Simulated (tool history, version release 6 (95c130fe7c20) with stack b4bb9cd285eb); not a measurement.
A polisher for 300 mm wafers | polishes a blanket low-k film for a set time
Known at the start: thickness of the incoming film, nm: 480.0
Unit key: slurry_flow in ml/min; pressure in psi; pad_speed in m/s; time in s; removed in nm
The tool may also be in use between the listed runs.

run	hour	slurry_flow	pressure	pad_speed	slurry_solids	time	removed
1	0	140	1.6	0.96	1	51	13.688
2	8.5	140	1.5	0.92	1	51	12.323
3	14	140	1.7	0.92	1	51	13.871
4	22.2	140	1.7	0.72	1	51	11.46
5	29.7	140	1.6	0.72	1	51	10.677
6	30.6	140	1.5	0.72	1	51	10.471
7	33.5	140	1.4	0.7	1	51	9.2832
8	38.7	140	1.3	0.7	1	51	8.5595

Predict the results of run 9:
9	39.7	140	1.3	0.7	1	51	?

Run 9 measured removed 8.8211 nm.

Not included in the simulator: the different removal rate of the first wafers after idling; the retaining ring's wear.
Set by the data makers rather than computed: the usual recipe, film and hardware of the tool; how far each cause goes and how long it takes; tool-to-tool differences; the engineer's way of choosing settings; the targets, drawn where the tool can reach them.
